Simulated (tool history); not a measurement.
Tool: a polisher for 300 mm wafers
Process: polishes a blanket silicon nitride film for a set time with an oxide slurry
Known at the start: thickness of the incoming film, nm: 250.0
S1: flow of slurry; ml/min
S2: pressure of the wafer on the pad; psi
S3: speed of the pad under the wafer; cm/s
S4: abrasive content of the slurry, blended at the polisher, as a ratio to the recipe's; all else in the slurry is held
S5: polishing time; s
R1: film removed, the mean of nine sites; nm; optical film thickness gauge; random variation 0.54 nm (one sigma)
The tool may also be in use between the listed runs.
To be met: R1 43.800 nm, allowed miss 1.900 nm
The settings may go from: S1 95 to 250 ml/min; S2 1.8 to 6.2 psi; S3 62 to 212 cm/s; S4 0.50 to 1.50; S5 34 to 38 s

{"run": 1, "hour": 0.0, "S1": 160, "S2": 4.0, "S3": 136, "S4": 1.0, "S5": 38, "R1": 28.121}
{"run": 2, "hour": 0.8, "S1": 160, "S2": 4.0, "S3": 116, "S4": 1.0, "S5": 38, "R1": 24.841}
{"run": 3, "hour": 8.4, "S1": 160, "S2": 4.7, "S3": 116, "S4": 1.0, "S5": 38, "R1": 27.894}
{"run": 4, "hour": 17.0, "S1": 160, "S2": 4.9, "S3": 120, "S4": 1.0, "S5": 38, "R1": 29.662}
{"run": 5, "hour": 24.0, "S1": 180, "S2": 4.9, "S3": 120, "S4": 1.0, "S5": 38, "R1": 29.494}
{"run": 6, "hour": 29.6, "S1": 180, "S2": 4.9, "S3": 140, "S4": 1.0, "S5": 38, "R1": 33.646}
{"run": 7, "hour": 38.6, "S1": 180, "S2": 5.1, "S3": 142, "S4": 1.0, "S5": 38, "R1": 35.016}
{"run": 8, "hour": 39.9, "S1": 180, "S2": 5.3, "S3": 144, "S4": 1.0, "S5": 38, "R1": 35.937}
{"run": 9, "hour": 47.7, "S1": 180, "S2": 5.4, "S3": 146, "S4": 1.0, "S5": 38, "R1": 36.72}
{"run": 10, "hour": 49.3, "S1": 180, "S2": 5.5, "S3": 148, "S4": 1.0, "S5": 38, "R1": 38.316}
{"run": 11, "hour": 56.4, "S1": 180, "S2": 5.6, "S3": 148, "S4": 1.0, "S5": 38, "R1": 38.101}
{"hour": 59.6, "done": "head pressure recalibrated"}
{"run": 12, "hour": 59.6, "S1": 180, "S2": 5.7, "S3": 150, "S4": 1.0, "S5": 38, "R1": 40.483}

5 next moves are on the table. One of them brings every result within its allowed miss. Which?
{"run": "A", "hour": 62.8, "S1": 165, "S2": 6.0, "S3": 160, "S4": 1.0, "S5": 38, "R1": "?"}
{"run": "B", "hour": 62.8, "S1": 180, "S2": 6.2, "S3": 154, "S4": 1.2, "S5": 38, "R1": "?"}
{"run": "C", "hour": 62.8, "S1": 165, "S2": 5.8, "S3": 148, "S4": 1.0, "S5": 34, "R1": "?"}
{"run": "D", "hour": 62.8, "S1": 115, "S2": 6.2, "S3": 172, "S4": 1.35, "S5": 38, "R1": "?"}
{"run": "E", "hour": 62.8, "S1": 180, "S2": 6.0, "S3": 184, "S4": 1.0, "S5": 38, "R1": "?"}

move=A R1=43.046
move=B R1=46.914
move=C R1=35.735
move=D R1=49.184
move=E R1=47.855
A: meets every target
B: takes the result that was furthest off past its target
C: further off than the last run
D: takes the result that was furthest off past its target
E: takes the result that was furthest off past its target
The right move is A.
